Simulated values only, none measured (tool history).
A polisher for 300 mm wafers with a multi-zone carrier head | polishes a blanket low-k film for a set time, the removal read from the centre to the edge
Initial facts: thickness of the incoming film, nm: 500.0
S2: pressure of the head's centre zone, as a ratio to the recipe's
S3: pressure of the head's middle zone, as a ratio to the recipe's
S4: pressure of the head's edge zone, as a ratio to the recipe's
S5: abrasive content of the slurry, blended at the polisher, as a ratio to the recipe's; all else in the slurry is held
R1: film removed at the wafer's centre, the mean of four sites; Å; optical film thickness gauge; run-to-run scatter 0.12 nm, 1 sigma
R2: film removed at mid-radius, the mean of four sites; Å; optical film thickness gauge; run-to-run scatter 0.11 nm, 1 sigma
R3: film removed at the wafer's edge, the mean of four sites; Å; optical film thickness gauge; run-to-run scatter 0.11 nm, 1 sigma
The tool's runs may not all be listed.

{"run": 1, "hour": 0.0, "flow of slurry (ml/min)": 280, "S2": 1.0, "S3": 1.0, "S4": 1.0, "S5": 1.0, "polishing time (s)": 64, "R1": 208.3, "R2": 208.33, "R3": 202.09}
{"run": 2, "hour": 0.7, "flow of slurry (ml/min)": 285, "S2": 1.01, "S3": 0.99, "S4": 0.96, "S5": 0.9, "polishing time (s)": 61, "R1": 193.47, "R2": 189.1, "R3": 184.16}
{"run": 3, "hour": 4.1, "flow of slurry (ml/min)": 285, "S2": 1.01, "S3": 0.99, "S4": 0.96, "S5": 0.9, "polishing time (s)": 72, "R1": 228.56, "R2": 221.63, "R3": 217.45}
{"run": 4, "hour": 7.9, "flow of slurry (ml/min)": 290, "S2": 1.03, "S3": 0.99, "S4": 0.93, "S5": 0.8, "polishing time (s)": 67, "R1": 206.35, "R2": 200.26, "R3": 187.23}
{"run": 5, "hour": 9.7, "flow of slurry (ml/min)": 290, "S2": 1.04, "S3": 0.97, "S4": 0.91, "S5": 0.75, "polishing time (s)": 64, "R1": 197.52, "R2": 182.12, "R3": 174.67}
{"run": 6, "hour": 14.4, "flow of slurry (ml/min)": 290, "S2": 1.04, "S3": 0.97, "S4": 0.91, "S5": 0.6, "polishing time (s)": 64, "R1": 175.99, "R2": 164.48, "R3": 160.98}
{"run": 7, "hour": 17.5, "flow of slurry (ml/min)": 290, "S2": 1.05, "S3": 0.97, "S4": 0.89, "S5": 0.6, "polishing time (s)": 62, "R1": 171.15, "R2": 160.82, "R3": 154.35}
{"run": 8, "hour": 22.6, "flow of slurry (ml/min)": 290, "S2": 1.06, "S3": 0.97, "S4": 0.87, "S5": 0.6, "polishing time (s)": 60, "R1": 170.63, "R2": 156.06, "R3": 146.49}
{"run": 9, "hour": 24.6, "flow of slurry (ml/min)": 280, "S2": 1.06, "S3": 0.96, "S4": 0.86, "S5": 0.6, "polishing time (s)": 59, "R1": 167.99, "R2": 147.93, "R3": 142.03}
{"run": 10, "hour": 33.0, "flow of slurry (ml/min)": 265, "S2": 1.05, "S3": 0.97, "S4": 0.85, "S5": 0.6, "polishing time (s)": 59, "R1": 163.76, "R2": 149.13, "R3": 142.38}
{"run": 11, "hour": 35.9, "flow of slurry (ml/min)": 265, "S2": 1.06, "S3": 0.97, "S4": 0.84, "S5": 0.6, "polishing time (s)": 58, "R1": 162.56, "R2": 147.81, "R3": 138.97}
{"run": 12, "hour": 40.6, "flow of slurry (ml/min)": 265, "S2": 1.06, "S3": 0.97, "S4": 0.83, "S5": 0.6, "polishing time (s)": 58, "R1": 161.4, "R2": 147.99, "R3": 138.76}
{"run": 13, "hour": 48.7, "flow of slurry (ml/min)": 245, "S2": 1.09, "S3": 0.96, "S4": 0.81, "S5": 0.5, "polishing time (s)": 55, "R1": 145.1, "R2": 130.39, "R3": 119.19}
{"run": 14, "hour": 54.1, "flow of slurry (ml/min)": 255, "S2": 1.09, "S3": 0.96, "S4": 0.82, "S5": 0.5, "polishing time (s)": 55, "R1": 146.23, "R2": 129.11, "R3": 118.74}
{"run": 15, "hour": 61.3, "flow of slurry (ml/min)": 265, "S2": 1.08, "S3": 0.96, "S4": 0.82, "S5": 0.5, "polishing time (s)": 55, "R1": 147.44, "R2": 128.21, "R3": 119.52}
{"hour": 67.6, "done": "worn pad replaced by a new one"}
{"run": 16, "hour": 67.6, "flow of slurry (ml/min)": 270, "S2": 1.08, "S3": 0.97, "S4": 0.83, "S5": 0.5, "polishing time (s)": 55, "R1": 160.05, "R2": 141.71, "R3": 131.99}

Estimate the outcome of run 17 from the log above:
{"run": 17, "hour": 69.6, "flow of slurry (ml/min)": 265, "S2": 1.08, "S3": 0.97, "S4": 0.83, "S5": 0.5, "polishing time (s)": 55, "R1": "?", "R2": "?", "R3": "?"}

{"run 17": {"R1": 157.81, "R2": 140.05, "R3": 130.03}}

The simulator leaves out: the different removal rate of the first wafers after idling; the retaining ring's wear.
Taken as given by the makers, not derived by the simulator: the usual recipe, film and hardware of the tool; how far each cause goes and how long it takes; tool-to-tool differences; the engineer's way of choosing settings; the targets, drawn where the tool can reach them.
